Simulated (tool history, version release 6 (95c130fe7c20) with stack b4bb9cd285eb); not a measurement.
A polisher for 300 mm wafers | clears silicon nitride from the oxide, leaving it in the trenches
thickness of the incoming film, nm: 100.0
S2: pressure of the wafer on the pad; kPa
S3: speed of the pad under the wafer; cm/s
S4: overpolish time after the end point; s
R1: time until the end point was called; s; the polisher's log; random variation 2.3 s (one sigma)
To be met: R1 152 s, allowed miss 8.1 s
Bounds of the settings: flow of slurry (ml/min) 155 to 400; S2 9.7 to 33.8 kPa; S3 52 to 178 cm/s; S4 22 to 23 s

{"run": 1, "day": 0.0, "flow of slurry (ml/min)": 255, "S2": 21.4, "S3": 114, "S4": 22, "R1": 80.909}
{"run": 2, "day": 0.108, "flow of slurry (ml/min)": 255, "S2": 21.4, "S3": 142, "S4": 22, "R1": 64.772}
{"run": 3, "day": 0.312, "flow of slurry (ml/min)": 210, "S2": 21.4, "S3": 142, "S4": 22, "R1": 67.573}
{"run": 4, "day": 0.471, "flow of slurry (ml/min)": 155, "S2": 21.4, "S3": 142, "S4": 22, "R1": 72.84}
{"run": 5, "day": 0.792, "flow of slurry (ml/min)": 155, "S2": 21.4, "S3": 142, "S4": 22, "R1": 72.297}
{"day": 0.979, "done": "slurry nozzle cleaned"}
{"run": 6, "day": 0.979, "flow of slurry (ml/min)": 155, "S2": 21.4, "S3": 142, "S4": 23, "R1": 71.108}
{"run": 7, "day": 1.171, "flow of slurry (ml/min)": 155, "S2": 15.2, "S3": 110, "S4": 22, "R1": 118.6}
{"run": 8, "day": 1.379, "flow of slurry (ml/min)": 155, "S2": 13.8, "S3": 108, "S4": 22, "R1": 134.8}

5 next moves are on the table. One of them brings every result within its allowed miss. Which?
{"run": "A", "day": 1.588, "flow of slurry (ml/min)": 160, "S2": 15.2, "S3": 94, "S4": 23, "R1": "?"}
{"run": "B", "day": 1.588, "flow of slurry (ml/min)": 165, "S2": 13.8, "S3": 118, "S4": 22, "R1": "?"}
{"run": "C", "day": 1.588, "flow of slurry (ml/min)": 160, "S2": 13.8, "S3": 104, "S4": 22, "R1": "?"}
{"run": "D", "day": 1.588, "flow of slurry (ml/min)": 155, "S2": 14.5, "S3": 86, "S4": 23, "R1": "?"}
{"run": "E", "day": 1.588, "flow of slurry (ml/min)": 155, "S2": 11, "S3": 146, "S4": 23, "R1": "?"}

move=A R1=133.6
move=B R1=121.45
move=C R1=135.22
move=D R1=150.53
move=E R1=127.48
A: further off than the last run
B: further off than the last run
C: as far off as the last run
D: meets every target
E: further off than the last run
Move D is the one to make.
